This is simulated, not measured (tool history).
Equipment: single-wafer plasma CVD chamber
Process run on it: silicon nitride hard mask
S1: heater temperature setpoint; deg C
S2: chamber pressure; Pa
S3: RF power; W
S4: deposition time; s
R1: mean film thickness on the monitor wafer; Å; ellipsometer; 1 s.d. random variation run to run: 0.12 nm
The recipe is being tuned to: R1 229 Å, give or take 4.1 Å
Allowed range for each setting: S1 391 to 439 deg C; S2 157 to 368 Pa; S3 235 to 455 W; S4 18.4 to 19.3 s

| run | hour | S1 | S2 | S3 | S4 | R1 |
|---|---|---|---|---|---|---|
| 1 | 0 | 415 | 263 | 345 | 19.3 | 269.08 |
| 2 | 0.8 | 415 | 263 | 345 | 19.3 | 269.54 |
| 3 | 8.2 | 405 | 263 | 345 | 19.3 | 270.55 |
| 4 | 13.2 | 405 | 243 | 345 | 19.3 | 265.84 |
| 5 | 20.5 | 405 | 224 | 330 | 19.3 | 253.87 |
| 6 | 28 | 405 | 209 | 320 | 19.3 | 245.76 |
| 7 | 33.2 | 405 | 197 | 315 | 19.3 | 242.06 |
| 8 | 37.6 | 405 | 189 | 310 | 19.3 | 235.35 |

5 candidate next runs follow, results not yet known. Just one meets every target within its allowed miss. Identify it.
| A | 42 | 410 | 167 | 305 | 19.3 | ? |
| B | 42 | 402 | 173 | 300 | 18.6 | ? |
| C | 42 | 403 | 172 | 305 | 18.4 | ? |
| D | 42 | 427 | 157 | 345 | 18.5 | ? |
| E | 42 | 400 | 176 | 325 | 19.1 | ? |

| move | R1 |
|---|---|
| A | 229.72 |
| B | 220.57 |
| C | 220.79 |
| D | 237.98 |
| E | 242 |
A: hits every target within its allowed miss
B: pushes the last run's worst result past its target
C: pushes the last run's worst result past its target
D: further off than the last run
E: further off than the last run
The right move is A.
